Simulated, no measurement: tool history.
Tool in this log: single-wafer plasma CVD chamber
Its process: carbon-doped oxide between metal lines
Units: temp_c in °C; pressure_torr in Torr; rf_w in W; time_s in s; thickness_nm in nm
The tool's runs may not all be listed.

run    day  temp_c  pressure_torr  rf_w  time_s  thickness_nm
  1      0     375           5.45   670    35.4        209.57
  2  0.062     377           5.24   665    35.4        207.94
  3    0.1     377           5.24   700    35.4        214.63
  4  0.421     386           5.24   700    35.4        211.32
  5  0.596     386           5.65   700    35.4        211.78
  6  0.808     387           5.59   690    35.4        208.76
  7  1.079     388           5.55   680    35.4           208
  8  1.283     388           5.48   670    35.4        206.59
  9  1.546     388           5.45   660    35.4        203.97
 10    1.9     389            5.4   650    35.4        202.25
 11  2.071     389           5.36   640    35.4        200.05
 12  2.312     389            5.3   635    35.4        199.29
 13  2.621     389           5.25   630    35.4        199.06

What will run 14 give?
 14  2.804     389           5.23   625    35.4             ?

Run 14 measured thickness_nm 196.54 nm.
